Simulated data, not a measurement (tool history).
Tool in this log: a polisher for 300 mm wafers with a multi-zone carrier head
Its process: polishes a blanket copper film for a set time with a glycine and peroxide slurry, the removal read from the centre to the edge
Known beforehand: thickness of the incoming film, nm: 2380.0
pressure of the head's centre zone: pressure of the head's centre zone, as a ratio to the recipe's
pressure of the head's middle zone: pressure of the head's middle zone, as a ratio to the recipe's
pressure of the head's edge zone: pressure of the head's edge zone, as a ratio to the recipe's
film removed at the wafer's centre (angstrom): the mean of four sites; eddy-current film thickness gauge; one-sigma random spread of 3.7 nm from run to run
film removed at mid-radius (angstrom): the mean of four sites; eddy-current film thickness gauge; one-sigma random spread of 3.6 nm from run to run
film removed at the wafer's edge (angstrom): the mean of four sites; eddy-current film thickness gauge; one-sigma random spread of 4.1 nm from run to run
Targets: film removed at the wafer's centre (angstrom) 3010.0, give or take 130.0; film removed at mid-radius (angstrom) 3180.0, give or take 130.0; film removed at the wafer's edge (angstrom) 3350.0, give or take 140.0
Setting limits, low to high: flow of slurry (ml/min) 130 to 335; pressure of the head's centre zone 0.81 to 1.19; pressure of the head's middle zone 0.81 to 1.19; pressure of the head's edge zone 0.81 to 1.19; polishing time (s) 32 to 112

run,day,flow of slurry (ml/min),pressure of the head's centre zone,pressure of the head's middle zone,pressure of the head's edge zone,polishing time (s),film removed at the wafer's centre (angstrom),film removed at mid-radius (angstrom),film removed at the wafer's edge (angstrom)
1,0.000,215,1.00,1.00,1.00,72,5162.2,5425.2,5172.8
2,0.346,205,0.97,0.96,0.98,65,4527.0,4567.3,4679.5
3,0.600,205,0.95,0.96,0.96,59,3898.5,4142.9,4175.0
4,0.650,205,0.95,0.96,1.03,59,3959.3,4232.2,4307.4
5,0.771,240,0.95,0.96,1.03,59,4069.1,4272.0,4496.4
6,0.808,240,0.95,0.96,1.03,76,5269.9,5472.2,5744.7
7,0.904,225,0.93,0.95,0.99,68,4611.5,4900.1,4982.6
8,1.054,210,0.92,0.93,0.97,62,4166.7,4212.6,4513.1
9,1.338,200,0.91,0.93,0.96,58,3820.6,3922.0,4129.2
10,1.462,190,0.89,0.93,0.95,55,3438.0,3735.2,3862.5
11,1.538,180,0.88,0.92,0.93,54,3326.3,3643.3,3761.7
12,1.646,175,0.88,0.91,0.91,53,3205.2,3453.4,3539.7
13,1.708,170,0.87,0.90,0.91,53,3128.0,3492.0,3525.8

Next run, 4 choices. One meets every target within its allowed miss, the rest don't. Which?
A,1.771,205,0.82,0.81,1.11,51,?,?,?
B,1.771,130,0.88,0.93,0.93,56,?,?,?
C,1.771,130,0.88,0.87,0.83,54,?,?,?
D,1.771,130,0.97,0.82,0.88,51,?,?,?

move,film removed at the wafer's centre (angstrom),film removed at mid-radius (angstrom),film removed at the wafer's edge (angstrom)
A,3016.8,3146.6,3996.4
B,3199.1,3520.7,3754.0
C,3083.5,3212.6,3440.6
D,3211.6,2888.7,3338.0
A: the worst result of the last run now meets its target, but another is out of spec
B: the biggest miss grows against the last run
C: each result inside its tolerance
D: takes the result that was furthest off past its target
The move that meets every target is C.
